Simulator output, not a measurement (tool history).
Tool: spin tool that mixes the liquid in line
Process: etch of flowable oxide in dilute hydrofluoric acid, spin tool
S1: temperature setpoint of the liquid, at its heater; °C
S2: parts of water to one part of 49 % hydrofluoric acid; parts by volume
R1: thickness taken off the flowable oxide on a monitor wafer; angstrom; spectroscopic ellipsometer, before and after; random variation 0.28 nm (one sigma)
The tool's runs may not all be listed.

run 1 hour=0.0 | S1=23.0 S2=175 time_under_the_liquid_(s)=240 | R1=458.28
run 2 hour=6.9 | S1=24.0 S2=175 time_under_the_liquid_(s)=240 | R1=471.71
run 3 hour=13.8 | S1=25.0 S2=175 time_under_the_liquid_(s)=240 | R1=488.07
run 4 hour=15.6 | S1=26.0 S2=175 time_under_the_liquid_(s)=240 | R1=509.89
run 5 hour=18.5 | S1=26.0 S2=115 time_under_the_liquid_(s)=240 | R1=841.73
run 6 hour=21.0 | S1=24.0 S2=120 time_under_the_liquid_(s)=240 | R1=736.81
run 7 hour=26.3 | S1=22.5 S2=120 time_under_the_liquid_(s)=240 | R1=688.09
run 8 hour=29.0 | S1=21.5 S2=120 time_under_the_liquid_(s)=240 | R1=667.59
run 9 hour=34.8 | S1=20.5 S2=120 time_under_the_liquid_(s)=240 | R1=637.63

Run 10 comes next. What will it give?
run 10 hour=37.1 | S1=19.5 S2=120 time_under_the_liquid_(s)=240 | R1=?

Run 10 gave R1 614.56 angstrom.

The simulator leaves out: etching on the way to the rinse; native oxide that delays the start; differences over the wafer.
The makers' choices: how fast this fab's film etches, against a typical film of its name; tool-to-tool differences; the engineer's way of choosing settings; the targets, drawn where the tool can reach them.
